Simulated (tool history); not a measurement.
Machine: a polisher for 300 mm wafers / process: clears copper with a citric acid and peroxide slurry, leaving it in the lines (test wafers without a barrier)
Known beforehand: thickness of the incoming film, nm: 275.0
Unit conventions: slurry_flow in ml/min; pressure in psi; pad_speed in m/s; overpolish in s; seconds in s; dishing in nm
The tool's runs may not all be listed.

run 1 hour=0.0 | slurry_flow=205 pressure=3.9 pad_speed=0.84 slurry_solids=1.0 overpolish=16 | seconds=125.09 dishing=27.985
run 2 hour=2.4 | slurry_flow=215 pressure=3.7 pad_speed=0.84 slurry_solids=1.0 overpolish=15 | seconds=129.17 dishing=25.124
run 3 hour=5.0 | slurry_flow=220 pressure=3.5 pad_speed=0.84 slurry_solids=1.0 overpolish=14 | seconds=134.96 dishing=22.033
run 4 hour=11.5 | slurry_flow=220 pressure=3.3 pad_speed=0.84 slurry_solids=1.0 overpolish=14 | seconds=143.00 dishing=20.621
run 5 hour=13.4 | slurry_flow=220 pressure=3.2 pad_speed=0.84 slurry_solids=1.0 overpolish=14 | seconds=150.74 dishing=20.568
run 6 hour=21.8 | slurry_flow=260 pressure=3.2 pad_speed=0.84 slurry_solids=1.0 overpolish=14 | seconds=145.35 dishing=20.901
run 7 hour=30.4 | slurry_flow=240 pressure=2.9 pad_speed=0.84 slurry_solids=1.0 overpolish=11 | seconds=161.17 dishing=15.006

Predict the results of run 8:
run 8 hour=32.2 | slurry_flow=240 pressure=2.9 pad_speed=0.84 slurry_solids=1.0 overpolish=11 | seconds=? dishing=?

{"run 8": {"seconds": 164.38, "dishing": 14.942}}
